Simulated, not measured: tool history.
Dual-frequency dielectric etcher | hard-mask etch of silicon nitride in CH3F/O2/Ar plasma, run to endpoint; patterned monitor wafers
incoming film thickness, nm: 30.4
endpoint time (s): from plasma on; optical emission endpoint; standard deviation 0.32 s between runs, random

| run | day | source power (kW) | bias power (kW) | endpoint time (s) |
|---|---|---|---|---|
| 1 | 0 | 0.4 | 0.073 | 43.596 |
| 2 | 0.125 | 0.47 | 0.073 | 40.272 |
| 3 | 0.279 | 0.45 | 0.072 | 41.152 |
| 4 | 0.596 | 0.43 | 0.071 | 42.401 |
| 5 | 0.788 | 0.43 | 0.077 | 40.895 |
| 6 | 0.842 | 0.41 | 0.076 | 42.023 |
| 7 | 1.075 | 0.39 | 0.075 | 43.323 |
| 8 | 1.379 | 0.38 | 0.074 | 44.26 |
| 9 | 1.654 | 0.37 | 0.074 | 44.542 |

Run 10 has not been measured yet. What should we expect?
| 10 | 1.883 | 0.36 | 0.074 | ? |

For run 10 the tool returned endpoint time (s) 45.408.
